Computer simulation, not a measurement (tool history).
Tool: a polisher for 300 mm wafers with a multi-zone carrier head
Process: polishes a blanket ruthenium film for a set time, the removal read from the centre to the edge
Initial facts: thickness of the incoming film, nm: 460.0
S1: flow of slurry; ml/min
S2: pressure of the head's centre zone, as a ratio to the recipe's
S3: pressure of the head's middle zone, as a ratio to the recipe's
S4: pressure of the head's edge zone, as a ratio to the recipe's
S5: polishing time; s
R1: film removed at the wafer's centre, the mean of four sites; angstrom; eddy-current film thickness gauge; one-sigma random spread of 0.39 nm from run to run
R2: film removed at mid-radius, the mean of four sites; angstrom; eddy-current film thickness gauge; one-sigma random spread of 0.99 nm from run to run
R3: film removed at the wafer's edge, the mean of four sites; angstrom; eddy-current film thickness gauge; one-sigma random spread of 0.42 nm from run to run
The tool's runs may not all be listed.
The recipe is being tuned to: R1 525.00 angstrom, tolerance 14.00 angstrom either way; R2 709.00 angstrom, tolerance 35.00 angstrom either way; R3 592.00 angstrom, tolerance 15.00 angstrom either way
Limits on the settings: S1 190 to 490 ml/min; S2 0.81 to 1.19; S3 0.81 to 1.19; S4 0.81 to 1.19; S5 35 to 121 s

run    day   S1    S2    S3    S4  S5       R1       R2       R3
  1  0.000  315  1.00  1.00  1.00  78   960.29  1040.50  1053.00
  2  0.171  315  1.08  1.00  1.00  78  1038.40  1042.70  1045.60
  3  0.346  315  1.04  1.00  1.00  78  1000.80  1033.50  1046.80
  4  0.458  380  1.04  1.00  1.00  78  1006.60  1063.40  1063.70
  5  0.833  380  1.04  1.06  1.00  78  1010.40  1108.90  1072.90
  6  1.162  380  1.04  0.99  1.00  78  1018.60  1074.80  1062.50
  7  1.283  405  1.00  1.03  0.95  67   837.37   941.64   910.55
  8  1.333  420  0.99  1.07  0.91  59   743.68   864.51   771.67
  9  1.650  400  0.95  1.08  0.88  56   665.55   814.23   722.51
 10  1.912  350  0.90  1.15  0.81  43   478.58   643.77   527.41
 11  2.046  380  0.90  1.15  0.83  43   488.06   656.29   533.90
 12  2.400  395  0.90  1.15  0.86  43   488.52   663.03   548.07
 13  2.646  410  0.90  1.15  0.88  43   484.47   656.24   551.25
 14  2.738  410  0.90  1.15  0.88  43   492.99   661.58   551.96
 15  2.904  420  0.90  1.15  0.89  44   498.83   687.47   567.33
 16  3.067  430  0.90  1.15  0.90  44   497.53   685.00   567.77
 17  3.300  440  0.91  1.15  0.91  44   506.86   675.28   584.79

Which one of the following 5 next-run settings gets every result inside its allowed miss? There is exactly one.
  A  3.533  460  0.91  1.16  0.89  45   ?   ?   ?
  B  3.533  455  0.87  1.10  0.91  45   ?   ?   ?
  C  3.533  455  0.83  1.19  0.85  50   ?   ?   ?
  D  3.533  335  0.82  1.19  0.82  48   ?   ?   ?
  E  3.533  490  0.96  0.99  1.05  45   ?   ?   ?

move      R1      R2      R3
   A  517.15  696.31  586.25
   B  493.47  664.86  592.39
   C  523.01  790.72  637.37
   D  482.80  740.83  590.97
   E  547.76  610.42  637.58
A: each result inside its tolerance
B: moves away from the targets compared with the last run
C: brings the last run's worst result on target, with another outside its allowed miss
D: moves away from the targets compared with the last run
E: pushes the last run's worst result past its target
A meets every target.
